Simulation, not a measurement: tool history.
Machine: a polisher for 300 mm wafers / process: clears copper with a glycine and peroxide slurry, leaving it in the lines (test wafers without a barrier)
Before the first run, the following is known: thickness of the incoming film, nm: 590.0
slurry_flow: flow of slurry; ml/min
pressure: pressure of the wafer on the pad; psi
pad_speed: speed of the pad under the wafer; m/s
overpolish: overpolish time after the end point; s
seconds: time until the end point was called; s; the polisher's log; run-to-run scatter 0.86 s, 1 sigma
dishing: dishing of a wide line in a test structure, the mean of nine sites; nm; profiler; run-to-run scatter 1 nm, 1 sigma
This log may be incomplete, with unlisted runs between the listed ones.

run  hour  slurry_flow  pressure  pad_speed  overpolish  seconds  dishing
  1     0          160       3.4        1.1          15    72.31    79.03
  2   7.2          165       3.7       1.12          14   66.451   82.163
  3  15.9          165       3.7       1.12           8    67.99   52.488
  4  19.5          165         4       1.12           9   60.607   61.093
  5  26.3          165         4       0.92           9    69.65   54.872
  6  27.6          135         4       0.92           9   74.083    52.08
  7  35.6          140       4.3       0.92          10   69.173   61.181

Expected results for the next run?
  8  36.7          150       4.5       0.94          10        ?        ?

For run 8 the tool returned seconds 65.611 s, dishing 64.154 nm.

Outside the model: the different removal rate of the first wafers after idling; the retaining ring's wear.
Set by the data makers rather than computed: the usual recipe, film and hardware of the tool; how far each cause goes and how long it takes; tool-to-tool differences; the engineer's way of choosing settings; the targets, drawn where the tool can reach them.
